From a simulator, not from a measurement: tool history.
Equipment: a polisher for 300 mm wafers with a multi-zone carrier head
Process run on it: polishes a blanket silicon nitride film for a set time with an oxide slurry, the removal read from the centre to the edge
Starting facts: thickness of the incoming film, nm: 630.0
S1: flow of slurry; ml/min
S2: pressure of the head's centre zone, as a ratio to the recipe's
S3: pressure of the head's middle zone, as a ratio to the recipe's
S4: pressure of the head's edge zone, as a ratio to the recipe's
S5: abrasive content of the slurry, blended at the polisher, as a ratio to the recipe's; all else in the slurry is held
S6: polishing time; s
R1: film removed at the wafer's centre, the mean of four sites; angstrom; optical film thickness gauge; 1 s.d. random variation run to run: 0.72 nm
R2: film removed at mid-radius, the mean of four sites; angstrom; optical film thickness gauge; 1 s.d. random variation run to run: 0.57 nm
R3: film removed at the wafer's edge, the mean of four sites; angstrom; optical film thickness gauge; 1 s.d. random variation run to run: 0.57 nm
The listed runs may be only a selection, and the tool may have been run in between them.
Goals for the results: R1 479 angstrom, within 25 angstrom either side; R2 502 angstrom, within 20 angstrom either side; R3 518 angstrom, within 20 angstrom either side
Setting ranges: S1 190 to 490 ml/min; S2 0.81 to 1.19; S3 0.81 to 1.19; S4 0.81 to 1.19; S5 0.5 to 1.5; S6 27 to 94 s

run,hour,S1,S2,S3,S4,S5,S6,R1,R2,R3
1,0,315,1,1,1,1,60,368.34,354.33,360.68
2,4,315,1.07,1,1,1,60,392.03,358.61,357.65
3,10.6,315,1.05,1.01,1.03,1.1,61,401.31,378.04,379.86
4,18.7,315,1.01,1.01,1.03,1.1,61,383.98,382.03,377.27
5,21.9,315,1,0.99,1.05,1.2,63,408.55,397.58,407.44
6,29.8,315,1,0.91,1.05,1.2,63,417.79,374.04,414.04
7,33.5,315,0.99,0.93,1.06,1.25,65,425.03,391.95,435.34
8,39.3,315,0.99,0.95,1.07,1.3,66,442.25,412.89,452.88
9,41.1,315,0.99,0.95,1.07,1.3,66,431.93,416.58,443.31
10,47.8,315,0.99,0.96,1.08,1.35,67,457.05,437.78,472.83
11,53.5,315,0.99,0.98,1.09,1.4,67,458.55,447.06,474.94
12,57.4,315,0.99,0.99,1.1,1.4,68,462.57,453.61,486.23
13,63.9,315,0.99,1,1.1,1.4,68,460.76,457.45,482.3
14,72.4,315,0.99,1.01,1.1,1.4,68,459.5,465.54,487.88
15,79.3,315,0.99,1.02,1.11,1.4,68,463.43,468.26,492.24
16,86,315,0.99,1.03,1.12,1.4,68,464,476.89,485.49

Which single option among these 4 for the next run brings every result within its allowed miss of target? Just one does.
A,92.7,300,1.04,0.99,1.19,1.5,63,?,?,?
B,92.7,330,1.01,1.11,1.13,1.3,68,?,?,?
C,92.7,245,0.99,0.94,1.13,1.4,73,?,?,?
D,92.7,365,0.94,1.01,1.09,1.5,71,?,?,?

move,R1,R2,R3
A,452.28,434.56,474.56
B,455.31,491.93,476.27
C,480.5,464.71,517.49
D,471.86,504.72,517.81
A: its largest miss is bigger than the last run's
B: its largest miss is bigger than the last run's
C: brings the last run's worst result on target, with another outside its allowed miss
D: hits every target within its allowed miss
D meets every target.
